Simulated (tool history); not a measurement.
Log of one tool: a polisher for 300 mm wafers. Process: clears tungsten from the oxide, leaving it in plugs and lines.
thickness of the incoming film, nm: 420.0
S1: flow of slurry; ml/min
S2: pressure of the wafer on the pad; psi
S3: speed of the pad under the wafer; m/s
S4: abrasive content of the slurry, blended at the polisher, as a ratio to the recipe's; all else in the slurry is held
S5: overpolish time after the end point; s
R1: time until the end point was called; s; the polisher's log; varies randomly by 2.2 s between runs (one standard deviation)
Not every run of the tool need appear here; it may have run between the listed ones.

| run | hour | S1 | S2 | S3 | S4 | S5 | R1 |
|---|---|---|---|---|---|---|---|
| 1 | 0.0 | 310 | 4.0 | 1.08 | 1.0 | 9 | 85.764 |
| 2 | 0.7 | 310 | 3.6 | 1.04 | 1.0 | 9 | 101.800 |
| 3 | 5.3 | 250 | 3.6 | 1.04 | 1.0 | 9 | 103.160 |
| 4 | 7.4 | 215 | 3.6 | 1.04 | 1.0 | 9 | 106.060 |
| 5 | 11.9 | 215 | 3.3 | 1.02 | 1.0 | 9 | 117.900 |
| 6 | 16.9 | 215 | 3.0 | 1.02 | 1.0 | 9 | 126.620 |

For run 7, what comes out?
| 7 | 19.3 | 215 | 1.9 | 0.88 | 1.0 | 9 | ? |

{"run 7": {"R1": 226.46}}
